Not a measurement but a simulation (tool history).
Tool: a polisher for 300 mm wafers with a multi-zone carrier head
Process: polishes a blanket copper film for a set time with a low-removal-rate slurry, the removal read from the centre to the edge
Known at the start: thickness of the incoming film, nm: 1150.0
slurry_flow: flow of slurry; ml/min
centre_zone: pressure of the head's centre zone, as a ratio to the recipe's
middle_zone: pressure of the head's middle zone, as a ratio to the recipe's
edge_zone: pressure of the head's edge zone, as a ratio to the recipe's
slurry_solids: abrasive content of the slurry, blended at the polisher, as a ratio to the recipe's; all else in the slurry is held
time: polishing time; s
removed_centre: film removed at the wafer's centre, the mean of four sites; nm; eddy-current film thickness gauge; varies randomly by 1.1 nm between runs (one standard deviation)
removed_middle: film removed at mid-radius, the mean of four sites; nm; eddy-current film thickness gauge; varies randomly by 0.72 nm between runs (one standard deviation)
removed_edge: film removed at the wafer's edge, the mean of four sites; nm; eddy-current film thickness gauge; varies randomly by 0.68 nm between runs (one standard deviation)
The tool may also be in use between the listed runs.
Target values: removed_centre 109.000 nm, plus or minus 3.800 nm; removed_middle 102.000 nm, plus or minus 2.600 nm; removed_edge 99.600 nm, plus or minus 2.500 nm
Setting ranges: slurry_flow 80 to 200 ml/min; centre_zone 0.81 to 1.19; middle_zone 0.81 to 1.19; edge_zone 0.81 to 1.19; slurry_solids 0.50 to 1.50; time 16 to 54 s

run 1 day=0.000 | slurry_flow=130 centre_zone=1.00 middle_zone=1.00 edge_zone=1.00 slurry_solids=1.00 time=35 | removed_centre=85.480 removed_middle=85.853 removed_edge=86.949
run 2 day=0.075 | slurry_flow=130 centre_zone=1.00 middle_zone=1.00 edge_zone=1.00 slurry_solids=0.80 time=35 | removed_centre=81.410 removed_middle=81.340 removed_edge=83.531
run 3 day=0.421 | slurry_flow=145 centre_zone=1.04 middle_zone=1.03 edge_zone=1.04 slurry_solids=0.85 time=35 | removed_centre=86.012 removed_middle=86.339 removed_edge=88.150
run 4 day=0.571 | slurry_flow=145 centre_zone=0.98 middle_zone=1.03 edge_zone=1.04 slurry_solids=0.85 time=35 | removed_centre=82.165 removed_middle=86.501 removed_edge=87.380
run 5 day=0.717 | slurry_flow=145 centre_zone=0.98 middle_zone=1.00 edge_zone=1.04 slurry_solids=0.85 time=35 | removed_centre=82.567 removed_middle=84.796 removed_edge=87.866
run 6 day=0.950 | slurry_flow=145 centre_zone=0.98 middle_zone=1.00 edge_zone=1.08 slurry_solids=0.85 time=35 | removed_centre=81.993 removed_middle=84.800 removed_edge=89.041
run 7 day=1.275 | slurry_flow=160 centre_zone=1.03 middle_zone=1.02 edge_zone=1.07 slurry_solids=0.90 time=35 | removed_centre=87.336 removed_middle=88.134 removed_edge=91.042
run 8 day=1.358 | slurry_flow=165 centre_zone=1.07 middle_zone=1.04 edge_zone=1.06 slurry_solids=1.00 time=35 | removed_centre=95.284 removed_middle=91.842 removed_edge=92.551

Pick the move, out of 4, that brings all results within their allowed miss; only one does.
run A day=1.442 | slurry_flow=185 centre_zone=1.06 middle_zone=1.14 edge_zone=0.94 slurry_solids=1.20 time=37 | removed_centre=? removed_middle=? removed_edge=?
run B day=1.442 | slurry_flow=190 centre_zone=1.19 middle_zone=0.89 edge_zone=0.90 slurry_solids=1.30 time=33 | removed_centre=? removed_middle=? removed_edge=?
run C day=1.442 | slurry_flow=145 centre_zone=1.08 middle_zone=0.99 edge_zone=0.92 slurry_solids=0.90 time=42 | removed_centre=? removed_middle=? removed_edge=?
run D day=1.442 | slurry_flow=155 centre_zone=1.07 middle_zone=1.14 edge_zone=1.00 slurry_solids=1.00 time=38 | removed_centre=? removed_middle=? removed_edge=?

move=A removed_centre=105.840 removed_middle=112.920 removed_edge=97.548
move=B removed_centre=108.180 removed_middle=83.802 removed_edge=87.269
move=C removed_centre=109.610 removed_middle=102.700 removed_edge=100.210
move=D removed_centre=102.000 removed_middle=108.200 removed_edge=97.097
A: carries the result that was furthest off beyond its target, to the other side
B: the biggest miss grows against the last run
C: all results in spec
D: carries the result that was furthest off beyond its target, to the other side
Go with C: it meets all targets.
